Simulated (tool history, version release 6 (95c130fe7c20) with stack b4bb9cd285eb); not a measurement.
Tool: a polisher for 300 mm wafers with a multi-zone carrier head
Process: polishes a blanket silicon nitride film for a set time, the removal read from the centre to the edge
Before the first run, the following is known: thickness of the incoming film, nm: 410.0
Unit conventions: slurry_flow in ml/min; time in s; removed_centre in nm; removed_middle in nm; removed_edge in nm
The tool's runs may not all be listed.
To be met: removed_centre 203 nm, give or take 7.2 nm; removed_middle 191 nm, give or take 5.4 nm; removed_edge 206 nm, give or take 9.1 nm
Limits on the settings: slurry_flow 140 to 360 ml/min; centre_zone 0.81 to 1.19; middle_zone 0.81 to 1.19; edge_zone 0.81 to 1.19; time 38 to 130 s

{"run": 1, "hour": 0.0, "slurry_flow": 230, "centre_zone": 1, "middle_zone": 1, "edge_zone": 1, "time": 84, "removed_centre": 146.31, "removed_middle": 147.7, "removed_edge": 150.58}
{"run": 2, "hour": 5.2, "slurry_flow": 180, "centre_zone": 1, "middle_zone": 1, "edge_zone": 1, "time": 84, "removed_centre": 139.83, "removed_middle": 144.38, "removed_edge": 146.04}
{"run": 3, "hour": 6.4, "slurry_flow": 180, "centre_zone": 1, "middle_zone": 1, "edge_zone": 0.95, "time": 84, "removed_centre": 139.26, "removed_middle": 143.14, "removed_edge": 139.97}
{"run": 4, "hour": 8.9, "slurry_flow": 195, "centre_zone": 1.02, "middle_zone": 1.01, "edge_zone": 0.99, "time": 86, "removed_centre": 149.07, "removed_middle": 151.32, "removed_edge": 149.42}
{"run": 5, "hour": 17.2, "slurry_flow": 170, "centre_zone": 1.02, "middle_zone": 1.01, "edge_zone": 0.99, "time": 86, "removed_centre": 144.73, "removed_middle": 145.88, "removed_edge": 147.2}
{"run": 6, "hour": 19.8, "slurry_flow": 170, "centre_zone": 1.07, "middle_zone": 1.01, "edge_zone": 0.99, "time": 86, "removed_centre": 150.5, "removed_middle": 146.17, "removed_edge": 147.12}
{"run": 7, "hour": 25.3, "slurry_flow": 185, "centre_zone": 1.08, "middle_zone": 1.02, "edge_zone": 1.02, "time": 88, "removed_centre": 159.01, "removed_middle": 151.96, "removed_edge": 159.14}
{"run": 8, "hour": 30.3, "slurry_flow": 205, "centre_zone": 1.1, "middle_zone": 1.04, "edge_zone": 1.04, "time": 89, "removed_centre": 166.53, "removed_middle": 158.79, "removed_edge": 160.35}
{"run": 9, "hour": 35.0, "slurry_flow": 215, "centre_zone": 1.1, "middle_zone": 1.04, "edge_zone": 1.06, "time": 91, "removed_centre": 171.75, "removed_middle": 164.97, "removed_edge": 161.18}
{"run": 10, "hour": 40.9, "slurry_flow": 205, "centre_zone": 1.09, "middle_zone": 1.02, "edge_zone": 1.07, "time": 95, "removed_centre": 174.92, "removed_middle": 167.83, "removed_edge": 170.48}
{"run": 11, "hour": 49.5, "slurry_flow": 210, "centre_zone": 1.09, "middle_zone": 1.01, "edge_zone": 1.09, "time": 97, "removed_centre": 179.44, "removed_middle": 171.12, "removed_edge": 172.93}
{"run": 12, "hour": 51.7, "slurry_flow": 150, "centre_zone": 1.06, "middle_zone": 0.95, "edge_zone": 1.17, "time": 116, "removed_centre": 195.45, "removed_middle": 184.95, "removed_edge": 211.54}
{"run": 13, "hour": 57.4, "slurry_flow": 155, "centre_zone": 1.06, "middle_zone": 0.95, "edge_zone": 1.16, "time": 115, "removed_centre": 197.47, "removed_middle": 185.52, "removed_edge": 206.87}
{"run": 14, "hour": 59.5, "slurry_flow": 160, "centre_zone": 1.06, "middle_zone": 0.95, "edge_zone": 1.16, "time": 115, "removed_centre": 200.54, "removed_middle": 184.35, "removed_edge": 212.14}

Below are 5 possible settings for the next run. Only one of them brings all results inside the allowed miss of their targets. Which is it?
{"run": "A", "hour": 61.6, "slurry_flow": 230, "centre_zone": 1.05, "middle_zone": 0.84, "edge_zone": 1.19, "time": 116, "removed_centre": "?", "removed_middle": "?", "removed_edge": "?"}
{"run": "B", "hour": 61.6, "slurry_flow": 140, "centre_zone": 1.01, "middle_zone": 0.96, "edge_zone": 1.13, "time": 116, "removed_centre": "?", "removed_middle": "?", "removed_edge": "?"}
{"run": "C", "hour": 61.6, "slurry_flow": 175, "centre_zone": 1, "middle_zone": 1, "edge_zone": 1.19, "time": 123, "removed_centre": "?", "removed_middle": "?", "removed_edge": "?"}
{"run": "D", "hour": 61.6, "slurry_flow": 145, "centre_zone": 1.1, "middle_zone": 0.99, "edge_zone": 1.09, "time": 117, "removed_centre": "?", "removed_middle": "?", "removed_edge": "?"}
{"run": "E", "hour": 61.6, "slurry_flow": 140, "centre_zone": 1.04, "middle_zone": 0.96, "edge_zone": 1.14, "time": 115, "removed_centre": "?", "removed_middle": "?", "removed_edge": "?"}

move=A removed_centre=211.66 removed_middle=173.43 removed_edge=227.89
move=B removed_centre=186.67 removed_middle=178.78 removed_edge=208.86
move=C removed_centre=205.54 removed_middle=204.42 removed_edge=234.2
move=D removed_centre=205.35 removed_middle=186.29 removed_edge=207.8
move=E removed_centre=190.1 removed_middle=177.21 removed_edge=208
A: misses by more than the last run did
B: misses by more than the last run did
C: takes the result that was furthest off past its target
D: every result within its allowed miss
E: misses by more than the last run did
Move D is the one to make.

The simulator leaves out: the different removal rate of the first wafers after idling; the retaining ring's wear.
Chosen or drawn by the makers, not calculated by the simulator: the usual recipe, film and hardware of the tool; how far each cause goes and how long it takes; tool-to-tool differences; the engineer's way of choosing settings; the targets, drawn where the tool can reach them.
